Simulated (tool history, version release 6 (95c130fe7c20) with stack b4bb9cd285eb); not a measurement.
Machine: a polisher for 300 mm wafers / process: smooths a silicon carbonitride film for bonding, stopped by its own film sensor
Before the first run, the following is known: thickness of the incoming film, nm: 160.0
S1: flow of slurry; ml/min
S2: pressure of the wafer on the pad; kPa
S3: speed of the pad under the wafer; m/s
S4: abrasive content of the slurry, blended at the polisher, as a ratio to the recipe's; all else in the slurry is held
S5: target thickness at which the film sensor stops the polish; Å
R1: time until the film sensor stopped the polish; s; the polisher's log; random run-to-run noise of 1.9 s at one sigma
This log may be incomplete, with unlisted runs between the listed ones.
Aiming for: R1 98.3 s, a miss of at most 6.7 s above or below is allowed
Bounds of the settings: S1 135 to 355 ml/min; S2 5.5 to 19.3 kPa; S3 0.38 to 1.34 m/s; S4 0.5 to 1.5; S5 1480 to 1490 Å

run 1 hour=0 | S1=225 S2=12.4 S3=0.86 S4=1 S5=1480 | R1=71.782
run 2 hour=1.7 | S1=225 S2=11.7 S3=0.84 S4=1 S5=1480 | R1=75.53
run 3 hour=9.1 | S1=225 S2=11 S3=0.82 S4=1 S5=1480 | R1=81.43
run 4 hour=15.8 | S1=225 S2=13.8 S3=0.82 S4=1 S5=1480 | R1=65.743
run 5 hour=19 | S1=225 S2=12.4 S3=0.8 S4=1 S5=1480 | R1=75.404
run 6 hour=24.9 | S1=180 S2=12.4 S3=0.8 S4=1 S5=1480 | R1=75.361
run 7 hour=32.6 | S1=180 S2=11.7 S3=0.78 S4=1 S5=1480 | R1=78.94
run 8 hour=34.7 | S1=180 S2=11 S3=0.76 S4=1 S5=1480 | R1=89.193
run 9 hour=38.3 | S1=180 S2=11 S3=0.76 S4=1 S5=1480 | R1=89.587

4 candidate next runs follow, results not yet known. Just one meets every target within its allowed miss. Identify it.
run A hour=41.9 | S1=160 S2=14.5 S3=0.74 S4=0.8 S5=1480 | R1=?
run B hour=41.9 | S1=160 S2=9 S3=0.78 S4=1.3 S5=1480 | R1=?
run C hour=41.9 | S1=135 S2=13.8 S3=0.52 S4=1.3 S5=1490 | R1=?
run D hour=41.9 | S1=195 S2=12.4 S3=0.78 S4=1 S5=1480 | R1=?

move=A R1=83.313
move=B R1=101.04
move=C R1=86.99
move=D R1=80.077
A: further off than the last run
B: all results land within tolerance of their targets
C: further off than the last run
D: further off than the last run
Go with B: it meets all targets.
